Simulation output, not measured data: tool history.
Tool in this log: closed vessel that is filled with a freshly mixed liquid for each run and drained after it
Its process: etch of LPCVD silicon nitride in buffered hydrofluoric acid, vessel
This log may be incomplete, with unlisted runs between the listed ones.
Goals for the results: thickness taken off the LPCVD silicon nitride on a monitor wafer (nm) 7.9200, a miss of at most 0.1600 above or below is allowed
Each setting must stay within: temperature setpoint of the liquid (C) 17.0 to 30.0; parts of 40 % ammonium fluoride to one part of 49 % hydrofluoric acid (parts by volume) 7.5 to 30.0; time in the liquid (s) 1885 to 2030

run  hour  temperature setpoint of the liquid (C)  parts of 40 % ammonium fluoride to one part of 49 % hydrofluoric acid (parts by volume)  time in the liquid (s)  thickness taken off the LPCVD silicon nitride on a monitor wafer (nm)
  1   0.0                                    22.0                                                                                     21.0                    1885                                                                12.2590
  2   4.9                                    22.0                                                                                     15.5                    1885                                                                16.2830
  3  12.5                                    21.0                                                                                     17.5                    1885                                                                13.6420
  4  21.2                                    21.0                                                                                     17.5                    1885                                                                13.7050
  5  29.1                                    20.0                                                                                     19.0                    1885                                                                11.9230
  6  31.4                                    20.0                                                                                     19.0                    1885                                                                11.8850
  7  40.7                                    19.5                                                                                     20.0                    1885                                                                10.9870
  8  50.0                                    19.0                                                                                     21.0                    1885                                                                10.3930
  9  52.7                                    18.5                                                                                     22.0                    1885                                                                 9.7273
 10  61.1                                    18.0                                                                                     22.5                    1885                                                                 9.3190
 11  62.9                                    18.0                                                                                     23.0                    1885                                                                 9.2053
 12  72.3                                    18.0                                                                                     23.5                    1885                                                                 9.0694
 13  75.4                                    18.0                                                                                     24.0                    1885                                                                 8.9572

Below are 4 possible settings for the next run. Only one of them brings all results inside the allowed miss of their targets. Which is it?
  A  78.5                                    17.0                                                                                     25.0                    1925                                                                      ?
  B  78.5                                    17.0                                                                                     26.5                    1885                                                                      ?
  C  78.5                                    18.0                                                                                     30.0                    2015                                                                      ?
  D  78.5                                    17.5                                                                                     30.0                    1930                                                                      ?

move  thickness taken off the LPCVD silicon nitride on a monitor wafer (nm)
   A                                                                 8.3622
   B                                                                 7.8644
   C                                                                 8.1685
   D                                                                 7.6034
A: closer than the last run, but not yet in spec
B: all results land within tolerance of their targets
C: closer than the last run, but not yet in spec
D: carries the result that was furthest off beyond its target, to the other side
Correct choice: B, which meets every target

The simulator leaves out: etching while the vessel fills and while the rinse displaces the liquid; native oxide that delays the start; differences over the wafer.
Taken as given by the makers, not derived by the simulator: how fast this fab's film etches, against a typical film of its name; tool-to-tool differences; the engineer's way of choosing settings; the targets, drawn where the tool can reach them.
